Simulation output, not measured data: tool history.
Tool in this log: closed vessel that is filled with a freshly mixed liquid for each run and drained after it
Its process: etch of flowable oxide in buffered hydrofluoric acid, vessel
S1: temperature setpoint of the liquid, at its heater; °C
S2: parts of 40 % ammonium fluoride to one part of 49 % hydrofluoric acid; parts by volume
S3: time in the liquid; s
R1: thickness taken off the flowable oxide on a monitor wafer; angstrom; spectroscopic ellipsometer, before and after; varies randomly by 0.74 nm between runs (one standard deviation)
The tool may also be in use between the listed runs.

run 1 hour=0.0 | S1=23.0 S2=19.0 S3=30 | R1=441.42
run 2 hour=1.5 | S1=23.0 S2=21.0 S3=30 | R1=408.30
run 3 hour=8.0 | S1=23.0 S2=21.0 S3=30 | R1=409.73
run 4 hour=9.5 | S1=23.0 S2=16.0 S3=30 | R1=523.43
run 5 hour=12.4 | S1=25.5 S2=13.5 S3=30 | R1=715.41
run 6 hour=19.9 | S1=27.5 S2=12.5 S3=30 | R1=853.34

What does the tool deliver on the next run?
run 7 hour=23.6 | S1=28.5 S2=12.0 S3=30 | R1=?

R1: 945.66 angstrom
